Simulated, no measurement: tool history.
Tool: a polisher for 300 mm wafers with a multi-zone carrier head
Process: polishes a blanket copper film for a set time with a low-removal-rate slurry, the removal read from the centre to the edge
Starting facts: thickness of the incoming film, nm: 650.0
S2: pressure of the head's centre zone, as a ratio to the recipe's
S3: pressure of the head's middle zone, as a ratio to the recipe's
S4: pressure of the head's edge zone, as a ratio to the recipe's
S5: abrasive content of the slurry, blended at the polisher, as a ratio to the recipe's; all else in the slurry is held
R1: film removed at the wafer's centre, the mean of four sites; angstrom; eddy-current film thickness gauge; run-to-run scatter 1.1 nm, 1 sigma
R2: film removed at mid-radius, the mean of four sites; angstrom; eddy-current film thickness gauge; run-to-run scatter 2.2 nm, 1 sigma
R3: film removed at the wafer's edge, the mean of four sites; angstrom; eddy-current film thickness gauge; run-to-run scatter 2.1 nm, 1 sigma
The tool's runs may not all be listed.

{"run": 1, "hour": 0.0, "flow of slurry (ml/min)": 290, "S2": 1.0, "S3": 1.0, "S4": 1.0, "S5": 1.0, "polishing time (s)": 84, "R1": 1875.2, "R2": 1908.1, "R3": 1967.1}
{"run": 2, "hour": 3.2, "flow of slurry (ml/min)": 220, "S2": 1.0, "S3": 1.0, "S4": 1.0, "S5": 1.0, "polishing time (s)": 84, "R1": 1775.6, "R2": 1807.6, "R3": 1896.7}
{"run": 3, "hour": 6.1, "flow of slurry (ml/min)": 220, "S2": 0.99, "S3": 1.01, "S4": 1.01, "S5": 1.0, "polishing time (s)": 84, "R1": 1772.1, "R2": 1917.3, "R3": 1910.9}
{"run": 4, "hour": 12.2, "flow of slurry (ml/min)": 220, "S2": 0.99, "S3": 0.94, "S4": 1.01, "S5": 1.0, "polishing time (s)": 84, "R1": 1774.5, "R2": 1745.1, "R3": 1909.3}
{"run": 5, "hour": 16.4, "flow of slurry (ml/min)": 220, "S2": 0.99, "S3": 0.94, "S4": 1.01, "S5": 0.85, "polishing time (s)": 84, "R1": 1711.7, "R2": 1707.3, "R3": 1826.9}
{"run": 6, "hour": 18.3, "flow of slurry (ml/min)": 220, "S2": 0.99, "S3": 0.94, "S4": 1.01, "S5": 0.7, "polishing time (s)": 84, "R1": 1629.5, "R2": 1645.4, "R3": 1738.7}

For run 7, what comes out?
{"run": 7, "hour": 25.1, "flow of slurry (ml/min)": 230, "S2": 0.98, "S3": 0.96, "S4": 1.03, "S5": 0.7, "polishing time (s)": 84, "R1": "?", "R2": "?", "R3": "?"}

{"run 7": {"R1": 1625.4, "R2": 1639.4, "R3": 1766.4}}
